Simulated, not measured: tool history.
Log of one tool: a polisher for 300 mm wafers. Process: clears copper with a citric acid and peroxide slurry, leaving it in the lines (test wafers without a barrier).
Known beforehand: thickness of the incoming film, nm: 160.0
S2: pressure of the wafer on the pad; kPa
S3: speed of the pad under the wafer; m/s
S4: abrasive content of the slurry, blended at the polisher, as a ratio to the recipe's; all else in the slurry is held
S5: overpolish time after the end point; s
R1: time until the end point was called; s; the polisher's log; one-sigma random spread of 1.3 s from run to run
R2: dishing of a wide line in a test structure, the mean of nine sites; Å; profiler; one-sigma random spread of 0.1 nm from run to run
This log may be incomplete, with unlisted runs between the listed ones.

Run 1, hour 0.0: flow of slurry (ml/min) 290, S2 16.5 kPa, S3 1.12 m/s, S4 1.00, S5 8 s. Result: R1 65.956 s, R2 132.69 Å.
Run 2, hour 4.1: flow of slurry (ml/min) 360, S2 16.5 kPa, S3 1.12 m/s, S4 1.00, S5 8 s. Result: R1 64.811 s, R2 137.78 Å.
Run 3, hour 7.5: flow of slurry (ml/min) 360, S2 16.5 kPa, S3 1.12 m/s, S4 0.85, S5 8 s. Result: R1 66.593 s, R2 135.29 Å.
Run 4, hour 12.2: flow of slurry (ml/min) 360, S2 15.2 kPa, S3 1.12 m/s, S4 0.85, S5 8 s. Result: R1 70.110 s, R2 126.94 Å.
Run 5, hour 17.5: flow of slurry (ml/min) 360, S2 15.2 kPa, S3 1.12 m/s, S4 0.85, S5 10 s. Result: R1 70.342 s, R2 160.99 Å.
Run 6, hour 19.0: flow of slurry (ml/min) 360, S2 15.2 kPa, S3 0.98 m/s, S4 0.85, S5 10 s. Result: R1 79.918 s, R2 137.41 Å.
Run 7, hour 24.9: flow of slurry (ml/min) 360, S2 13.8 kPa, S3 0.98 m/s, S4 0.85, S5 10 s. Result: R1 82.854 s, R2 132.24 Å.
Run 8, hour 28.2: flow of slurry (ml/min) 360, S2 12.4 kPa, S3 0.96 m/s, S4 0.85, S5 10 s. Result: R1 90.381 s, R2 124.85 Å.

Run 9 comes next. What will it give?
Run 9, hour 32.0: flow of slurry (ml/min) 360, S2 11.7 kPa, S3 0.94 m/s, S4 0.85, S5 10 s. Result: R1 ?, R2 ?.

{"run 9": {"R1": 94.463, "R2": 119.45}}
